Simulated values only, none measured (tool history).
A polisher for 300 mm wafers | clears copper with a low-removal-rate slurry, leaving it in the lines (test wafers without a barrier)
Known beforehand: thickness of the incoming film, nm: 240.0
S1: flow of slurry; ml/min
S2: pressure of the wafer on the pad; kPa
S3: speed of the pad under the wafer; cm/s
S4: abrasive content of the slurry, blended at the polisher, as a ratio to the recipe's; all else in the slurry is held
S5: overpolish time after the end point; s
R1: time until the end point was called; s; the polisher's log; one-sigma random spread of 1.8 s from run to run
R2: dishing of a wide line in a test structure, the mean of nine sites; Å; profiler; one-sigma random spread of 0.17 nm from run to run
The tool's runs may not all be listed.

run  hour   S1    S2   S3    S4  S5      R1      R2
  1     0  130  14.5  128     1   9  97.382  165.02
  2   3.6  130  14.5  128     1  13  93.579  233.38
  3   6.2  130  13.8  130     1  10  99.498  177.84
  4  13.4  140  15.2  112     1   8  104.56  143.27
  5  21.4  110  15.2  112     1   8  104.07  133.39
  6  27.7  100  15.9  106  1.05   7  105.38  118.48
  7  29.6   95  15.9  102   1.1   6  111.95  94.427
  8  34.5   90  16.5  102  1.15   5  110.18  84.792
  9  38.1   90  17.9  102   1.3   3  92.436  57.475
 10  46.4   90  17.9  102  1.25   3  94.023  56.429
 11  47.9   90  17.9  102   1.2   3  96.304  56.422

Forecast run 12:
 12  52.9  90  17.9  104  1.2   3   ?   ?

Run 12 produced R1 96.972 s, R2 56.258 Å.
